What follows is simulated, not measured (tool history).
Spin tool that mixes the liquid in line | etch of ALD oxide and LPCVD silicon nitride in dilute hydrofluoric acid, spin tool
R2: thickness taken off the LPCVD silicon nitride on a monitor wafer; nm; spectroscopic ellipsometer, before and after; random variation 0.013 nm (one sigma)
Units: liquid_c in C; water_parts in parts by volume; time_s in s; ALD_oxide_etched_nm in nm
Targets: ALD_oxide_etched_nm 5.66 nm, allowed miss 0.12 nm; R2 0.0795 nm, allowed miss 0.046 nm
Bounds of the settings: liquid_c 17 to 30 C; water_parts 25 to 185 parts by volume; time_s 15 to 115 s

{"run": 1, "hour": 0.0, "liquid_c": 22, "water_parts": 105, "time_s": 60, "ALD_oxide_etched_nm": 14.514, "R2": 0.18718}
{"run": 2, "hour": 7.6, "liquid_c": 25.5, "water_parts": 105, "time_s": 60, "ALD_oxide_etched_nm": 16.957, "R2": 0.23154}
{"run": 3, "hour": 14.5, "liquid_c": 28.5, "water_parts": 105, "time_s": 60, "ALD_oxide_etched_nm": 18.69, "R2": 0.27649}
{"run": 4, "hour": 15.8, "liquid_c": 28.5, "water_parts": 105, "time_s": 85, "ALD_oxide_etched_nm": 26.808, "R2": 0.35112}
{"run": 5, "hour": 22.4, "liquid_c": 26.5, "water_parts": 120, "time_s": 80, "ALD_oxide_etched_nm": 20.186, "R2": 0.3346}
{"run": 6, "hour": 26.5, "liquid_c": 26.5, "water_parts": 105, "time_s": 80, "ALD_oxide_etched_nm": 23.297, "R2": 0.35989}
{"run": 7, "hour": 30.9, "liquid_c": 26.5, "water_parts": 105, "time_s": 80, "ALD_oxide_etched_nm": 23.411, "R2": 0.34666}
{"hour": 39.0, "done": "thermometer replaced"}
{"run": 8, "hour": 39.0, "liquid_c": 25, "water_parts": 120, "time_s": 75, "ALD_oxide_etched_nm": 19.385, "R2": 0.32964}
{"run": 9, "hour": 43.4, "liquid_c": 21, "water_parts": 160, "time_s": 45, "ALD_oxide_etched_nm": 7.1075, "R2": 0.10844}
{"run": 10, "hour": 48.9, "liquid_c": 20.5, "water_parts": 160, "time_s": 45, "ALD_oxide_etched_nm": 6.9906, "R2": 0.11393}
{"run": 11, "hour": 53.4, "liquid_c": 20, "water_parts": 160, "time_s": 45, "ALD_oxide_etched_nm": 6.7626, "R2": 0.089595}
{"run": 12, "hour": 61.7, "liquid_c": 19.5, "water_parts": 160, "time_s": 45, "ALD_oxide_etched_nm": 6.7, "R2": 0.081186}
{"run": 13, "hour": 66.7, "liquid_c": 19.5, "water_parts": 165, "time_s": 45, "ALD_oxide_etched_nm": 6.4516, "R2": 0.095232}
{"run": 14, "hour": 72.7, "liquid_c": 19, "water_parts": 165, "time_s": 45, "ALD_oxide_etched_nm": 6.3176, "R2": 0.071638}
{"run": 15, "hour": 74.8, "liquid_c": 19, "water_parts": 170, "time_s": 45, "ALD_oxide_etched_nm": 6.0646, "R2": 0.053904}

4 next moves are on the table. One of them brings every result within its allowed miss. Which?
{"run": "A", "hour": 76.9, "liquid_c": 19, "water_parts": 160, "time_s": 45, "ALD_oxide_etched_nm": "?", "R2": "?"}
{"run": "B", "hour": 76.9, "liquid_c": 17, "water_parts": 160, "time_s": 45, "ALD_oxide_etched_nm": "?", "R2": "?"}
{"run": "C", "hour": 76.9, "liquid_c": 18, "water_parts": 175, "time_s": 45, "ALD_oxide_etched_nm": "?", "R2": "?"}
{"run": "D", "hour": 76.9, "liquid_c": 17.5, "water_parts": 180, "time_s": 45, "ALD_oxide_etched_nm": "?", "R2": "?"}

move=A ALD_oxide_etched_nm=6.4896 R2=0.07607
move=B ALD_oxide_etched_nm=5.9864 R2=0.066432
move=C ALD_oxide_etched_nm=5.6173 R2=0.065216
move=D ALD_oxide_etched_nm=5.3275 R2=0.061364
A: further off than the last run
B: nearer than the last run, and not there yet
C: meets every target
D: takes the result that was furthest off past its target
The right move is C.

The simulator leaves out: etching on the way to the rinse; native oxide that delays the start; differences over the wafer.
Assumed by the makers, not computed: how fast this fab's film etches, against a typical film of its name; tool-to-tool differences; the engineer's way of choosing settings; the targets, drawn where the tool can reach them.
